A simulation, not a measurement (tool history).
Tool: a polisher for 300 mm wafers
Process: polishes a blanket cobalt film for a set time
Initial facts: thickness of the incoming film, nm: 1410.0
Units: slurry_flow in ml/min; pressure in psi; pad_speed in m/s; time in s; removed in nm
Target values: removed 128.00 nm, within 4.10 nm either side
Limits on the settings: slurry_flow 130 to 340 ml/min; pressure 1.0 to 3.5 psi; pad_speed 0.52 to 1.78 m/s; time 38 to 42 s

run 1 hour=0.0 | slurry_flow=220 pressure=2.2 pad_speed=1.14 time=42 | removed=318.48
run 2 hour=8.9 | slurry_flow=220 pressure=2.4 pad_speed=1.14 time=42 | removed=348.35
run 3 hour=9.5 | slurry_flow=220 pressure=2.4 pad_speed=1.14 time=38 | removed=312.77
run 4 hour=13.7 | slurry_flow=220 pressure=2.4 pad_speed=1.14 time=38 | removed=312.66
run 5 hour=22.1 | slurry_flow=220 pressure=2.6 pad_speed=1.14 time=38 | removed=340.76
run 6 hour=24.7 | slurry_flow=250 pressure=2.6 pad_speed=1.14 time=38 | removed=345.37
run 7 hour=29.8 | slurry_flow=250 pressure=2.4 pad_speed=1.10 time=38 | removed=306.05
run 8 hour=32.0 | slurry_flow=250 pressure=2.2 pad_speed=1.06 time=38 | removed=274.49
run 9 hour=37.8 | slurry_flow=250 pressure=2.1 pad_speed=1.02 time=38 | removed=248.73
run 10 hour=43.2 | slurry_flow=250 pressure=2.0 pad_speed=1.00 time=38 | removed=235.43
run 11 hour=51.9 | slurry_flow=250 pressure=1.9 pad_speed=0.98 time=38 | removed=223.66
run 12 hour=56.5 | slurry_flow=250 pressure=1.8 pad_speed=0.96 time=38 | removed=208.22
run 13 hour=61.1 | slurry_flow=250 pressure=1.7 pad_speed=0.94 time=38 | removed=190.41
run 14 hour=69.3 | slurry_flow=250 pressure=1.6 pad_speed=0.94 time=38 | removed=178.63
run 15 hour=74.3 | slurry_flow=250 pressure=1.5 pad_speed=0.94 time=38 | removed=170.17
run 16 hour=80.6 | slurry_flow=250 pressure=1.4 pad_speed=0.94 time=38 | removed=156.38
run 17 hour=89.2 | slurry_flow=240 pressure=1.2 pad_speed=0.94 time=38 | removed=135.47
run 18 hour=91.6 | slurry_flow=210 pressure=1.1 pad_speed=0.94 time=38 | removed=123.33
run 19 hour=96.3 | slurry_flow=210 pressure=1.1 pad_speed=0.94 time=38 | removed=124.30
run 20 hour=99.8 | slurry_flow=220 pressure=1.1 pad_speed=0.94 time=38 | removed=122.76
run 21 hour=101.9 | slurry_flow=220 pressure=1.2 pad_speed=0.94 time=38 | removed=132.31
run 22 hour=104.8 | slurry_flow=210 pressure=1.2 pad_speed=0.94 time=38 | removed=133.90
run 23 hour=112.7 | slurry_flow=200 pressure=1.2 pad_speed=0.94 time=38 | removed=130.71

Of the 5 settings listed for the next run, only one would bring every result within its allowed miss of target. Which one?
run A hour=120.6 | slurry_flow=190 pressure=1.2 pad_speed=0.94 time=40 | removed=?
run B hour=120.6 | slurry_flow=175 pressure=1.2 pad_speed=0.78 time=42 | removed=?
run C hour=120.6 | slurry_flow=315 pressure=1.6 pad_speed=0.62 time=42 | removed=?
run D hour=120.6 | slurry_flow=130 pressure=1.3 pad_speed=0.86 time=39 | removed=?
run E hour=120.6 | slurry_flow=215 pressure=1.0 pad_speed=1.04 time=41 | removed=?

move=A removed=137.59
move=B removed=119.43
move=C removed=134.70
move=D removed=125.31
move=E removed=132.99
A: moves away from the targets compared with the last run
B: takes the biggest miss from the last run beyond its target
C: moves away from the targets compared with the last run
D: all results land within tolerance of their targets
E: moves away from the targets compared with the last run
D is the move that brings every result within its allowed miss.
